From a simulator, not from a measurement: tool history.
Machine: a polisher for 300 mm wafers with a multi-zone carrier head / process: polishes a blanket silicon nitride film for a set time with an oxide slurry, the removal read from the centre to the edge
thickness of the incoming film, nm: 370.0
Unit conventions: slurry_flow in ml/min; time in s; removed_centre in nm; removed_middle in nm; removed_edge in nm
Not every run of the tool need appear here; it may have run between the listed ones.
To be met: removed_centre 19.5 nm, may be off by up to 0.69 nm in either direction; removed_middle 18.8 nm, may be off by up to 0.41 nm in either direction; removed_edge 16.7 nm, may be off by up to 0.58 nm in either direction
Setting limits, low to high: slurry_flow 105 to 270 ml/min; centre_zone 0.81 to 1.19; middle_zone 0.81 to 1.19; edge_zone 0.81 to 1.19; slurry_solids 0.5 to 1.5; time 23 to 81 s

run	hour	slurry_flow	centre_zone	middle_zone	edge_zone	slurry_solids	time	removed_centre	removed_middle	removed_edge
1	0	175	1	1	1	1	52	29.488	28.64	28.931
2	3.9	175	1.01	1.01	0.96	0.9	49	27.108	26.532	25.776
3	9.8	175	1.02	1.01	0.93	0.8	46	24.678	23.794	22.569
4	15.5	175	1.02	1.01	0.9	0.75	45	23.74	23.113	21.294
5	23.1	175	1.02	0.97	0.9	0.75	45	24.062	22.075	21.498
6	32	190	1.02	0.97	0.9	0.75	45	24.495	22.491	21.996
7	37.3	175	1.02	0.97	0.88	0.7	45	23.688	21.814	21.091
8	43.4	165	1.02	0.98	0.86	0.65	44	22.084	20.769	19.873
9	50.1	160	1.03	0.99	0.85	0.6	43	21.324	19.945	18.506
10	58.9	150	1.03	1	0.84	0.6	43	20.957	19.492	18.355
11	64.3	145	1.03	1.01	0.83	0.6	43	20.552	19.799	18.244
12	70.2	140	1.04	1.02	0.83	0.6	43	20.743	19.774	17.843
13	77.8	135	1.04	1.02	0.83	0.6	43	20.766	19.85	17.723
14	80.2	115	1.03	1.01	0.81	0.5	43	18.18	17.753	16.333

Exercise: of the 4 proposed moves below, exactly one satisfies all targets within the stated allowed misses. Which move is it?
A	82.6	105	1.01	1.05	0.81	0.55	44	?	?	?
B	82.6	130	1.04	1.03	0.81	0.6	41	?	?	?
C	82.6	120	1	1	0.84	0.6	39	?	?	?
D	82.6	130	1.04	0.96	0.81	0.55	42	?	?	?

move	removed_centre	removed_middle	removed_edge
A	18.64	18.929	17.17
B	19.521	18.827	17.072
C	17.51	17.131	16.282
D	19.481	17.715	17.061
A: puts the biggest miss on target and leaves a different result outside tolerance
B: in spec on every target
C: its largest miss is bigger than the last run's
D: no better and no worse than the last run
The move that meets every target is B.
